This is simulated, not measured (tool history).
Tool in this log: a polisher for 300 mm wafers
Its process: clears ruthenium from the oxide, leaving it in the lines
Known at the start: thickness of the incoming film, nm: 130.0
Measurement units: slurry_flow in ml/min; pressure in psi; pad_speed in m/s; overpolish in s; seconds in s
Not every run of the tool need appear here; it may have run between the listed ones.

{"run": 1, "hour": 0.0, "slurry_flow": 140, "pressure": 1.7, "pad_speed": 1.1, "overpolish": 51, "seconds": 138.96}
{"run": 2, "hour": 7.3, "slurry_flow": 140, "pressure": 1.3, "pad_speed": 1.1, "overpolish": 51, "seconds": 172.51}
{"run": 3, "hour": 12.8, "slurry_flow": 140, "pressure": 1.3, "pad_speed": 1.1, "overpolish": 54, "seconds": 174.52}
{"run": 4, "hour": 21.2, "slurry_flow": 140, "pressure": 1.3, "pad_speed": 1.34, "overpolish": 54, "seconds": 146.84}
{"run": 5, "hour": 23.1, "slurry_flow": 140, "pressure": 1.7, "pad_speed": 1.34, "overpolish": 54, "seconds": 117.13}
{"run": 6, "hour": 30.6, "slurry_flow": 160, "pressure": 1.7, "pad_speed": 1.34, "overpolish": 54, "seconds": 115.03}

Estimate the outcome of run 7 from the log above:
{"run": 7, "hour": 35.8, "slurry_flow": 160, "pressure": 1.5, "pad_speed": 1.28, "overpolish": 54, "seconds": "?"}

seconds: 134.58 s
